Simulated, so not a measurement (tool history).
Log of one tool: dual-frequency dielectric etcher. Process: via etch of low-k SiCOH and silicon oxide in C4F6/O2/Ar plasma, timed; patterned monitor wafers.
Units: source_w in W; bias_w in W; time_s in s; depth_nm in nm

run	hour	source_w	bias_w	time_s	depth_nm
1	0.0	380	233	43.5	100.340
2	3.8	380	233	43.5	101.380
3	5.4	380	233	43.5	100.570
4	7.1	380	233	40.0	92.844
5	10.8	400	242	40.0	95.109
6	12.4	400	257	40.0	97.342
7	17.6	420	265	40.5	101.750
8	20.5	430	272	40.5	104.420

Run 9 comes next. What will it give?
9	26.4	440	277	40.5	?

Run 9 gave depth_nm 106.370 nm.

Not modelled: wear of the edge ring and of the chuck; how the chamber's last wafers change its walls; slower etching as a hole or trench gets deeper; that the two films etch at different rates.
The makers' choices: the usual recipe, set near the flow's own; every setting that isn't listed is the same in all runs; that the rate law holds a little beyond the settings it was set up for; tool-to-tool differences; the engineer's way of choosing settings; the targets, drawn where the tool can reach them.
